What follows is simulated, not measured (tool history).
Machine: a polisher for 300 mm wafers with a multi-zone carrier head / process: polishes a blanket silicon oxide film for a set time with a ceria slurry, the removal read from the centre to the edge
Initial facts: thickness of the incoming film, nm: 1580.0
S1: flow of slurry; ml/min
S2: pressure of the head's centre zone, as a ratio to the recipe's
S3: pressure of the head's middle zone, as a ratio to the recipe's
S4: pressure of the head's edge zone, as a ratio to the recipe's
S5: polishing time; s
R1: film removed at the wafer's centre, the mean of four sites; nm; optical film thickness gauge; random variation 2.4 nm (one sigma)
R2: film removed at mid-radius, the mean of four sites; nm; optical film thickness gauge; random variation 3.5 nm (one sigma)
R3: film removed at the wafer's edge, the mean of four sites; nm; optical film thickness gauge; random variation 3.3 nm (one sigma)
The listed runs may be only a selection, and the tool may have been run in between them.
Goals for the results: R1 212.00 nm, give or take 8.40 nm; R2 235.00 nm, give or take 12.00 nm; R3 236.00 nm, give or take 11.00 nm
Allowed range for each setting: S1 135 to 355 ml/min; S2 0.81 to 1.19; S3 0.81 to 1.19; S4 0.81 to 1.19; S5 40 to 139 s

run	day	S1	S2	S3	S4	S5	R1	R2	R3
1	0.000	225	1.00	1.00	1.00	89	311.90	313.42	303.50
2	0.108	225	1.00	1.00	1.00	80	278.19	286.21	279.66
3	0.192	220	0.97	0.98	0.98	77	260.01	264.77	275.18
4	0.262	220	0.96	0.99	0.98	73	246.70	258.22	249.42
5	0.454	215	0.93	0.98	0.98	72	241.36	245.28	244.54
6	0.729	215	0.93	0.98	1.02	72	240.33	247.36	253.89
7	0.888	210	0.90	0.99	1.02	71	229.62	252.90	245.03
8	0.908	205	0.88	0.98	1.02	71	219.76	248.12	250.98

Of the 4 settings listed for the next run, only one would bring every result within its allowed miss of target. Which one?
A	0.929	210	0.89	0.99	1.05	67	?	?	?
B	0.929	185	0.82	0.97	1.04	74	?	?	?
C	0.929	215	0.90	1.07	0.99	71	?	?	?
D	0.929	250	0.86	1.11	0.99	68	?	?	?

move	R1	R2	R3
A	210.91	237.32	239.02
B	213.81	252.98	259.16
C	226.44	269.18	246.47
D	213.74	271.08	239.37
A: all results land within tolerance of their targets
B: misses by more than the last run did
C: brings the last run's worst result on target, with another outside its allowed miss
D: brings the last run's worst result on target, with another outside its allowed miss
The move that meets every target is A.
